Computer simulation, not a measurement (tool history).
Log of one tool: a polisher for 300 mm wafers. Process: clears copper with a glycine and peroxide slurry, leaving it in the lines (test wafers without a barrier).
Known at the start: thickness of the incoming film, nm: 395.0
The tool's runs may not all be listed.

run,hour,flow of slurry (ml/min),pressure of the wafer on the pad (kPa),speed of the pad under the wafer (m/s),overpolish time after the end point (s),time until the end point was called (s),dishing of a wide line in a test structure (angstrom)
1,0.0,235,12.4,1.22,22,80.419,676.29
2,6.4,235,12.4,1.22,28,79.408,776.54
3,10.3,215,12.4,1.22,28,81.246,764.44
4,12.5,205,10.3,1.18,31,97.498,744.51
5,17.2,200,9.0,1.16,32,108.520,692.54
6,19.0,195,8.3,1.14,34,114.440,685.42
7,25.5,190,7.6,1.12,35,120.570,674.86
8,32.4,185,6.9,1.10,36,130.760,658.82
9,34.7,185,6.9,1.10,36,132.150,657.18
10,38.8,180,6.9,1.10,37,133.790,678.17

The next listed run, before its measurement:
11,46.5,175,6.9,1.10,37,?,?

{"run 11": {"time until the end point was called (s)": 132.35, "dishing of a wide line in a test structure (angstrom)": 675.69}}
